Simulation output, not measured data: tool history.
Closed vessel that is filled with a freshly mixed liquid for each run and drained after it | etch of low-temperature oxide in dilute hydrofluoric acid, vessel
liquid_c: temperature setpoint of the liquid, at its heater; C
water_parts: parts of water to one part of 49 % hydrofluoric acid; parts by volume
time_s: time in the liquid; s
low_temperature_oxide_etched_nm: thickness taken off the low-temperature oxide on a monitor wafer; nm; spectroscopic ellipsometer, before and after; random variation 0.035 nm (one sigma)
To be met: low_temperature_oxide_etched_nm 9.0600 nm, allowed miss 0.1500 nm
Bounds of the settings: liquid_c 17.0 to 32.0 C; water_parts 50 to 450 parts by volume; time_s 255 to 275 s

run,hour,liquid_c,water_parts,time_s,low_temperature_oxide_etched_nm
1,0.0,24.0,250,255,16.8040
2,5.7,22.0,275,255,13.8500
3,14.5,22.0,200,255,20.2730
4,16.6,20.5,240,255,15.5830
5,22.7,20.5,325,255,10.5490
6,28.8,20.5,260,255,14.0580
7,33.2,19.5,280,255,12.2940
8,36.4,18.5,295,255,11.0560
9,37.9,18.5,295,255,11.1250
10,39.2,18.0,305,255,10.5270
11,46.2,18.0,305,255,10.4430
12,52.4,17.5,310,255,10.0400

Which of these 5 next moves meets every target?
A,58.6,17.0,330,260,?
B,58.6,17.0,340,275,?
C,58.6,19.5,370,260,?
D,58.6,17.0,330,255,?
E,58.6,17.0,330,270,?

move,low_temperature_oxide_etched_nm
A,9.3476
B,9.5184
C,8.8342
D,9.1678
E,9.7071
A: nearer than the last run, and not there yet
B: nearer than the last run, and not there yet
C: takes the result that was furthest off past its target
D: meets every target
E: nearer than the last run, and not there yet
Move D is the one to make.
